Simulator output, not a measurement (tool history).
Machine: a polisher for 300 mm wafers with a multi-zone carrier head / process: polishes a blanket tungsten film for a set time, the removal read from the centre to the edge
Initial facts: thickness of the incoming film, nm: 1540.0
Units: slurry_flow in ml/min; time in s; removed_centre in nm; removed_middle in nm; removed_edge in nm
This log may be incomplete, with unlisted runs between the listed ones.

Run 1, hour 0.0: slurry_flow 150 ml/min, centre_zone 1.00, middle_zone 1.00, edge_zone 1.00, slurry_solids 1.00, time 73 s. Result: removed_centre 453.18 nm, removed_middle 451.30 nm, removed_edge 452.02 nm.
Run 2, hour 5.8: slurry_flow 180 ml/min, centre_zone 1.00, middle_zone 1.00, edge_zone 1.00, slurry_solids 1.00, time 73 s. Result: removed_centre 460.63 nm, removed_middle 453.51 nm, removed_edge 458.20 nm.
Run 3, hour 14.7: slurry_flow 180 ml/min, centre_zone 0.99, middle_zone 1.01, edge_zone 1.02, slurry_solids 1.05, time 73 s. Result: removed_centre 468.97 nm, removed_middle 462.86 nm, removed_edge 467.44 nm.
Run 4, hour 20.9: slurry_flow 180 ml/min, centre_zone 0.96, middle_zone 1.02, edge_zone 1.04, slurry_solids 1.10, time 74 s. Result: removed_centre 464.08 nm, removed_middle 486.71 nm, removed_edge 489.60 nm.
Run 5, hour 24.0: slurry_flow 180 ml/min, centre_zone 0.96, middle_zone 1.05, edge_zone 1.04, slurry_solids 1.10, time 74 s. Result: removed_centre 467.72 nm, removed_middle 488.69 nm, removed_edge 484.66 nm.
Run 6, hour 32.0: slurry_flow 195 ml/min, centre_zone 0.96, middle_zone 1.05, edge_zone 1.04, slurry_solids 1.10, time 74 s. Result: removed_centre 468.69 nm, removed_middle 501.81 nm, removed_edge 491.96 nm.
Run 7, hour 40.0: slurry_flow 195 ml/min, centre_zone 0.95, middle_zone 1.06, edge_zone 1.06, slurry_solids 1.15, time 74 s. Result: removed_centre 478.35 nm, removed_middle 506.02 nm, removed_edge 508.05 nm.
Run 8, hour 46.2: slurry_flow 195 ml/min, centre_zone 0.94, middle_zone 1.07, edge_zone 1.08, slurry_solids 1.15, time 74 s. Result: removed_centre 467.35 nm, removed_middle 522.08 nm, removed_edge 512.62 nm.
Run 9, hour 51.2: slurry_flow 195 ml/min, centre_zone 0.94, middle_zone 1.07, edge_zone 1.10, slurry_solids 1.15, time 74 s. Result: removed_centre 470.22 nm, removed_middle 520.52 nm, removed_edge 514.97 nm.
Run 10, hour 53.3: slurry_flow 195 ml/min, centre_zone 0.94, middle_zone 1.07, edge_zone 1.11, slurry_solids 1.15, time 74 s. Result: removed_centre 472.60 nm, removed_middle 516.98 nm, removed_edge 513.08 nm.
Run 11, hour 58.1: slurry_flow 195 ml/min, centre_zone 0.93, middle_zone 1.07, edge_zone 1.12, slurry_solids 1.20, time 74 s. Result: removed_centre 470.99 nm, removed_middle 536.05 nm, removed_edge 525.19 nm.
Run 12, hour 64.1: slurry_flow 200 ml/min, centre_zone 0.93, middle_zone 1.06, edge_zone 1.13, slurry_solids 1.20, time 74 s. Result: removed_centre 470.48 nm, removed_middle 532.22 nm, removed_edge 517.81 nm.
Run 13, hour 67.7: slurry_flow 200 ml/min, centre_zone 0.93, middle_zone 1.06, edge_zone 1.13, slurry_solids 1.20, time 74 s. Result: removed_centre 469.78 nm, removed_middle 519.18 nm, removed_edge 521.08 nm.

Expected results for the next run?
Run 14, hour 68.3: slurry_flow 200 ml/min, centre_zone 0.92, middle_zone 1.06, edge_zone 1.14, slurry_solids 1.25, time 74 s. Result: removed_centre ?, removed_middle ?, removed_edge ?.

Run 14 measured removed_centre 478.11 nm, removed_middle 518.01 nm, removed_edge 535.97 nm.
